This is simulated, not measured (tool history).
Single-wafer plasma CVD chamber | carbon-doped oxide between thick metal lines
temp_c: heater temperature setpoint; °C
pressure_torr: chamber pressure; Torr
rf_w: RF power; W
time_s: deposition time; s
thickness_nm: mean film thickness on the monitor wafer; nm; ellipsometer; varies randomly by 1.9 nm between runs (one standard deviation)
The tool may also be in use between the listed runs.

run 1 hour=0.0 | temp_c=360 pressure_torr=5.99 rf_w=600 time_s=194 | thickness_nm=1008.60
run 2 hour=4.0 | temp_c=366 pressure_torr=5.99 rf_w=600 time_s=194 | thickness_nm=1001.40
run 3 hour=5.8 | temp_c=366 pressure_torr=7.02 rf_w=600 time_s=194 | thickness_nm=1014.10
run 4 hour=11.0 | temp_c=366 pressure_torr=7.01 rf_w=580 time_s=193 | thickness_nm=997.32
run 5 hour=20.0 | temp_c=366 pressure_torr=6.98 rf_w=560 time_s=192 | thickness_nm=970.61
run 6 hour=26.7 | temp_c=366 pressure_torr=6.96 rf_w=545 time_s=191 | thickness_nm=953.68

Forecast run 7:
run 7 hour=29.0 | temp_c=366 pressure_torr=6.96 rf_w=545 time_s=191 | thickness_nm=?

Run 7 produced thickness_nm 958.11 nm.

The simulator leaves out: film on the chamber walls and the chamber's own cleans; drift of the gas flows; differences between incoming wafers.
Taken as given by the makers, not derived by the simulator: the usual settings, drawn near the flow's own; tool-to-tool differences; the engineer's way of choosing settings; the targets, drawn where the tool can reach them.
